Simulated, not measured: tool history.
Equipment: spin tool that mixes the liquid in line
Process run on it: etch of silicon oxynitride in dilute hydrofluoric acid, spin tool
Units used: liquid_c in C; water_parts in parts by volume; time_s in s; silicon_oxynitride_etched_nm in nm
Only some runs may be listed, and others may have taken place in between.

{"run": 1, "hour": 0.0, "liquid_c": 24, "water_parts": 140, "time_s": 265, "silicon_oxynitride_etched_nm": 3.1639}
{"run": 2, "hour": 4.3, "liquid_c": 23.5, "water_parts": 145, "time_s": 265, "silicon_oxynitride_etched_nm": 3.016}
{"run": 3, "hour": 6.4, "liquid_c": 23.5, "water_parts": 120, "time_s": 265, "silicon_oxynitride_etched_nm": 3.6001}
{"run": 4, "hour": 9.3, "liquid_c": 23.5, "water_parts": 140, "time_s": 265, "silicon_oxynitride_etched_nm": 3.1238}
{"run": 5, "hour": 9.9, "liquid_c": 20.5, "water_parts": 140, "time_s": 265, "silicon_oxynitride_etched_nm": 2.6278}
{"run": 6, "hour": 13.2, "liquid_c": 20.5, "water_parts": 120, "time_s": 265, "silicon_oxynitride_etched_nm": 3.1211}
{"run": 7, "hour": 14.8, "liquid_c": 20, "water_parts": 125, "time_s": 265, "silicon_oxynitride_etched_nm": 3.0151}
{"run": 8, "hour": 20.4, "liquid_c": 19.5, "water_parts": 130, "time_s": 265, "silicon_oxynitride_etched_nm": 2.7747}
{"run": 9, "hour": 23.1, "liquid_c": 19, "water_parts": 135, "time_s": 265, "silicon_oxynitride_etched_nm": 2.6094}
{"hour": 27.0, "done": "hydrofluoric acid flow meter replaced"}
{"run": 10, "hour": 27.0, "liquid_c": 19, "water_parts": 140, "time_s": 265, "silicon_oxynitride_etched_nm": 2.3029}
{"run": 11, "hour": 27.7, "liquid_c": 18, "water_parts": 150, "time_s": 265, "silicon_oxynitride_etched_nm": 2.0742}

Run 12 comes next. What will it give?
{"run": 12, "hour": 30.6, "liquid_c": 17.5, "water_parts": 160, "time_s": 265, "silicon_oxynitride_etched_nm": "?"}

{"run 12": {"silicon_oxynitride_etched_nm": 1.8656}}
